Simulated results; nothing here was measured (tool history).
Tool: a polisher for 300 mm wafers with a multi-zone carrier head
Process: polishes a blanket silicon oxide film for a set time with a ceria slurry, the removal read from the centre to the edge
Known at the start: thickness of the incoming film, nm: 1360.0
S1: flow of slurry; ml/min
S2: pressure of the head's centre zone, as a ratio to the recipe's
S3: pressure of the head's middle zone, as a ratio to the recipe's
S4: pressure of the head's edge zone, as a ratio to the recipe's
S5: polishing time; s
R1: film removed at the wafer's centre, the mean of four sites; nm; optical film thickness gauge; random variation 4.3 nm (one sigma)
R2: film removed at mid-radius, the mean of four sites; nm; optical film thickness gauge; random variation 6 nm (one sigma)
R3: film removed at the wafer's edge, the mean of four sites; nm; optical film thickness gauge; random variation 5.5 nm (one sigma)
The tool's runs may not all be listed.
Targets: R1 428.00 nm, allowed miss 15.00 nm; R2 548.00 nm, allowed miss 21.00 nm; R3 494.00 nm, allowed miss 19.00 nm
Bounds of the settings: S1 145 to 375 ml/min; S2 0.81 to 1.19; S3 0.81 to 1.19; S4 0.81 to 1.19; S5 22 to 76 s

run 1 hour=0.0 | S1=240 S2=1.00 S3=1.00 S4=1.00 S5=49 | R1=414.33 R2=418.87 R3=402.15
run 2 hour=2.3 | S1=245 S2=0.99 S3=1.02 S4=1.02 S5=50 | R1=420.29 R2=442.44 R3=400.11
run 3 hour=8.6 | S1=245 S2=0.94 S3=1.02 S4=1.02 S5=50 | R1=399.60 R2=443.20 R3=419.34
run 4 hour=13.2 | S1=245 S2=0.94 S3=1.02 S4=1.08 S5=50 | R1=397.35 R2=437.33 R3=432.32
run 5 hour=14.2 | S1=250 S2=0.94 S3=1.03 S4=1.09 S5=51 | R1=407.72 R2=457.56 R3=430.09
run 6 hour=18.6 | S1=250 S2=0.94 S3=1.03 S4=1.03 S5=51 | R1=404.66 R2=450.92 R3=418.85
run 7 hour=25.1 | S1=250 S2=0.94 S3=1.03 S4=1.03 S5=51 | R1=402.07 R2=459.48 R3=422.47
run 8 hour=32.1 | S1=250 S2=0.94 S3=1.03 S4=1.03 S5=51 | R1=405.45 R2=457.82 R3=422.73
run 9 hour=36.5 | S1=250 S2=0.93 S3=1.03 S4=1.04 S5=52 | R1=413.34 R2=461.89 R3=427.03
run 10 hour=38.8 | S1=250 S2=0.92 S3=1.04 S4=1.05 S5=53 | R1=415.74 R2=479.05 R3=444.25
run 11 hour=41.9 | S1=250 S2=0.91 S3=1.05 S4=1.06 S5=53 | R1=420.07 R2=484.46 R3=438.69
run 12 hour=50.9 | S1=255 S2=0.90 S3=1.05 S4=1.07 S5=53 | R1=403.41 R2=476.12 R3=443.28
run 13 hour=54.7 | S1=255 S2=0.89 S3=1.05 S4=1.07 S5=54 | R1=413.00 R2=487.89 R3=460.40
run 14 hour=55.4 | S1=255 S2=0.89 S3=1.06 S4=1.08 S5=54 | R1=408.74 R2=497.28 R3=455.81
run 15 hour=63.7 | S1=255 S2=0.89 S3=1.06 S4=1.09 S5=54 | R1=407.93 R2=495.98 R3=470.48
run 16 hour=72.3 | S1=255 S2=0.89 S3=1.07 S4=1.09 S5=54 | R1=403.31 R2=504.70 R3=451.22
run 17 hour=81.1 | S1=255 S2=0.89 S3=1.07 S4=1.10 S5=54 | R1=413.65 R2=497.74 R3=463.92
run 18 hour=88.3 | S1=255 S2=0.89 S3=1.08 S4=1.11 S5=54 | R1=411.26 R2=507.04 R3=463.74
run 19 hour=89.0 | S1=255 S2=0.89 S3=1.08 S4=1.12 S5=54 | R1=406.17 R2=499.52 R3=477.63
run 20 hour=97.9 | S1=255 S2=0.89 S3=1.09 S4=1.12 S5=54 | R1=406.56 R2=496.92 R3=459.72
run 21 hour=102.3 | S1=260 S2=0.89 S3=1.09 S4=1.12 S5=54 | R1=411.04 R2=512.21 R3=472.88
run 22 hour=109.4 | S1=260 S2=0.89 S3=1.09 S4=1.12 S5=54 | R1=416.58 R2=518.09 R3=457.30

5 next moves are on the table. One of them brings every result within its allowed miss. Which?
run A hour=116.5 | S1=270 S2=0.81 S3=1.02 S4=1.15 S5=62 | R1=? R2=? R3=?
run B hour=116.5 | S1=165 S2=0.91 S3=1.17 S4=1.12 S5=59 | R1=? R2=? R3=?
run C hour=116.5 | S1=215 S2=0.83 S3=0.93 S4=1.19 S5=58 | R1=? R2=? R3=?
run D hour=116.5 | S1=220 S2=0.82 S3=1.03 S4=1.15 S5=63 | R1=? R2=? R3=?
run E hour=116.5 | S1=295 S2=0.91 S3=1.16 S4=1.00 S5=54 | R1=? R2=? R3=?

move=A R1=431.29 R2=559.74 R3=545.60
move=B R1=431.83 R2=563.35 R3=489.08
move=C R1=401.85 R2=472.33 R3=509.49
move=D R1=432.81 R2=560.69 R3=544.97
move=E R1=426.92 R2=548.72 R3=448.33
A: takes the result that was furthest off past its target
B: meets every target
C: brings the result that was furthest off to its target, and leaves another outside
D: takes the result that was furthest off past its target
E: further off than the last run
Answer: B
